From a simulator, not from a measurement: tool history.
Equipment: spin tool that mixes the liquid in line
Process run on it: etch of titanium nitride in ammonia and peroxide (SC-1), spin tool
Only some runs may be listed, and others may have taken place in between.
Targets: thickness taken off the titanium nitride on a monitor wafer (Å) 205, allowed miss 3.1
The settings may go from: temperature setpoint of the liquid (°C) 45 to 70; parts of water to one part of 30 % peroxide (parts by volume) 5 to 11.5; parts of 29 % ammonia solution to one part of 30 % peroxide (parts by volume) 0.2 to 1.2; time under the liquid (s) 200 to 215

run	hour	temperature setpoint of the liquid (°C)	parts of water to one part of 30 % peroxide (parts by volume)	parts of 29 % ammonia solution to one part of 30 % peroxide (parts by volume)	time under the liquid (s)	thickness taken off the titanium nitride on a monitor wafer (Å)
1	0	61	6.5	0.7	200	364.86
2	3.7	61	6.5	0.8	200	372.14
3	4.4	57	6.5	0.8	200	283.55
4	9.3	55.5	6.5	0.8	200	256.88
5	12	55.5	6.5	0.8	200	257.19
6	21	55.5	6.5	0.8	215	275.65
# hour 27.3: ammonia flow meter replaced
7	27.3	54	6.5	0.8	215	250.6
8	35	53	6.5	0.8	215	235.94
9	40.9	52.5	6.5	0.8	215	228.43
10	41.6	52.5	6.5	0.8	215	227.07
11	45.2	52	6.5	0.8	215	221.62
12	54	50.5	6.5	0.8	215	197.78

Pick the move, out of 5, that brings all results within their allowed miss; only one does.
A	62.8	51	6	0.7	205	?
B	62.8	52	7.5	0.8	215	?
C	62.8	50.5	7	1.05	215	?
D	62.8	52.5	6.5	0.75	205	?
E	62.8	50.5	6	0.6	205	?

move	thickness taken off the titanium nitride on a monitor wafer (Å)
A	199.09
B	205.17
C	198.51
D	214.76
E	187.93
A: moves toward the targets from the last run without getting all of them in spec
B: all results in spec
C: moves toward the targets from the last run without getting all of them in spec
D: takes the biggest miss from the last run beyond its target
E: lands further from the targets than the last run did
Answer: B

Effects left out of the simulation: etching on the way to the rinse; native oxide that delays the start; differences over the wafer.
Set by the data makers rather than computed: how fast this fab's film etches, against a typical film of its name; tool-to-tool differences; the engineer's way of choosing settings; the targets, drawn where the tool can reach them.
